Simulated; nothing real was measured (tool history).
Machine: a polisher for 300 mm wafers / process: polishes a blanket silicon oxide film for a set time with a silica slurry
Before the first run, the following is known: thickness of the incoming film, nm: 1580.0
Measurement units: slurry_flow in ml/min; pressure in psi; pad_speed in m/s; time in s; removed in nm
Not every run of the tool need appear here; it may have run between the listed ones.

Run 1, day 0.000: slurry_flow 120 ml/min, pressure 3.7 psi, pad_speed 1.16 m/s, slurry_solids 1.00, time 23 s. Result: removed 77.686 nm.
Run 2, day 0.158: slurry_flow 120 ml/min, pressure 3.1 psi, pad_speed 1.16 m/s, slurry_solids 1.00, time 23 s. Result: removed 66.970 nm.
Run 3, day 0.525: slurry_flow 120 ml/min, pressure 3.1 psi, pad_speed 1.16 m/s, slurry_solids 1.15, time 23 s. Result: removed 70.760 nm.
Run 4, day 0.800: slurry_flow 115 ml/min, pressure 2.9 psi, pad_speed 1.12 m/s, slurry_solids 1.15, time 23 s. Result: removed 65.457 nm.
Run 5, day 1.038: slurry_flow 110 ml/min, pressure 2.7 psi, pad_speed 1.08 m/s, slurry_solids 1.15, time 23 s. Result: removed 58.942 nm.
Run 6, day 1.162: slurry_flow 110 ml/min, pressure 1.9 psi, pad_speed 1.08 m/s, slurry_solids 1.15, time 23 s. Result: removed 45.897 nm.

Predict the results of run 7:
Run 7, day 1.417: slurry_flow 80 ml/min, pressure 1.7 psi, pad_speed 1.04 m/s, slurry_solids 1.15, time 23 s. Result: removed ?.

{"run 7": {"removed": 37.416}}
